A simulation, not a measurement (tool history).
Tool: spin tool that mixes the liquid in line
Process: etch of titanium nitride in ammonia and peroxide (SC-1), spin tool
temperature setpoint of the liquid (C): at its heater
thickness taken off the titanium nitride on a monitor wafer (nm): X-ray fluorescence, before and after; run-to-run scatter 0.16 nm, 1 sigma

run  hour  temperature setpoint of the liquid (C)  parts of water to one part of 30 % peroxide (parts by volume)  parts of 29 % ammonia solution to one part of 30 % peroxide (parts by volume)  time under the liquid (s)  thickness taken off the titanium nitride on a monitor wafer (nm)
  1   0.0                                    54.0                                                           10.5                                                                           0.80                        320                                                            26.910
  2   6.6                                    54.0                                                           14.0                                                                           0.80                        320                                                            23.459
  3  10.1                                    54.0                                                           14.0                                                                           0.80                        340                                                            25.061
  4  16.8                                    54.0                                                           14.0                                                                           0.55                        340                                                            23.163
  5  25.0                                    60.5                                                           14.0                                                                           0.55                        340                                                            35.918
  6  33.0                                    58.5                                                           14.0                                                                           0.55                        340                                                            31.520
     38.0  -- ammonia flow meter replaced
  7  38.0                                    57.0                                                           14.0                                                                           0.55                        340                                                            28.439
  8  45.2                                    56.0                                                           14.0                                                                           0.55                        340                                                            26.868

For run 9, what comes out?
  9  45.9                                    55.5                                                           14.0                                                                           0.55                        340                                                                 ?

{"run 9": {"thickness taken off the titanium nitride on a monitor wafer (nm)": 26.285}}
